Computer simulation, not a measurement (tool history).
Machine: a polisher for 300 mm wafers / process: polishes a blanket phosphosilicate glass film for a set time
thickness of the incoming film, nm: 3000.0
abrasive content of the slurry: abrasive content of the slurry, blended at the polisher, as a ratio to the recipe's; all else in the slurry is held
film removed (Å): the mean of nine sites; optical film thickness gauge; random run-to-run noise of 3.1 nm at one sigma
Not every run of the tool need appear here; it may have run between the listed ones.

| run | hour | flow of slurry (ml/min) | pressure of the wafer on the pad (psi) | speed of the pad under the wafer (cm/s) | abrasive content of the slurry | polishing time (s) | film removed (Å) |
|---|---|---|---|---|---|---|---|
| 1 | 0.0 | 215 | 3.1 | 88 | 1.0 | 53 | 3926.6 |
| 2 | 4.2 | 215 | 3.1 | 80 | 1.0 | 53 | 3622.3 |
| 3 | 6.7 | 215 | 2.4 | 80 | 1.0 | 53 | 2849.3 |
| 4 | 14.1 | 215 | 2.4 | 60 | 1.0 | 53 | 2258.8 |
| 5 | 18.6 | 220 | 2.6 | 60 | 1.0 | 53 | 2433.5 |
| 6 | 20.4 | 270 | 2.6 | 60 | 1.0 | 53 | 2509.7 |
| 7 | 24.3 | 270 | 2.8 | 60 | 1.0 | 53 | 2734.8 |
| 8 | 28.3 | 275 | 3.0 | 60 | 1.0 | 53 | 2871.4 |
| 9 | 36.6 | 275 | 3.2 | 60 | 1.0 | 53 | 3055.9 |

For run 10, what comes out?
| 10 | 45.2 | 275 | 3.3 | 60 | 1.0 | 53 | ? |

{"run 10": {"film removed (Å)": 3173.6}}

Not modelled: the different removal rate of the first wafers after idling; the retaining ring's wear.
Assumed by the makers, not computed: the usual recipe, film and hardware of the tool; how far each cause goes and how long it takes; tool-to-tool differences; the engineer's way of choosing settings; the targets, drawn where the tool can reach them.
